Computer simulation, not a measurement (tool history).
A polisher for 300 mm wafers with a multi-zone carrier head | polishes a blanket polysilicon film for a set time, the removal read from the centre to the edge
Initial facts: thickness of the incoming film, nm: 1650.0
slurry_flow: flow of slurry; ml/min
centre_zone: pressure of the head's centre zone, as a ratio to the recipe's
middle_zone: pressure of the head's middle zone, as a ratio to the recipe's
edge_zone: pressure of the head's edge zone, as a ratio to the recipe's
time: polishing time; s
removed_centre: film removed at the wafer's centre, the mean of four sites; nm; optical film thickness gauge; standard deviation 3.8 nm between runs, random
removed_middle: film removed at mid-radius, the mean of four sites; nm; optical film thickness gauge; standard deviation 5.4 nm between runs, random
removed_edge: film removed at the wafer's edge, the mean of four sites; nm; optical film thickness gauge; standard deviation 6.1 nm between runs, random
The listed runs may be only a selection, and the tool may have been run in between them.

run,hour,slurry_flow,centre_zone,middle_zone,edge_zone,time,removed_centre,removed_middle,removed_edge
1,0,125,1,1,1,49,357.51,353.91,347.25
2,7.2,100,1,1,1,49,329.02,324.78,341.66
3,14.7,120,1,1,1,49,351.31,350.53,357.82
4,22.4,125,0.99,0.98,1.04,50,360.25,356.44,357.03
5,29.4,115,0.98,0.96,1.04,53,365.71,359.38,384.69
6,35.9,115,0.97,0.94,1.05,54,368.68,365.3,389.52

Predict the results of run 7:
7,39.5,110,0.97,0.92,1.06,56,?,?,?

{"run 7": {"removed_centre": 371.84, "removed_middle": 361.45, "removed_edge": 406.85}}
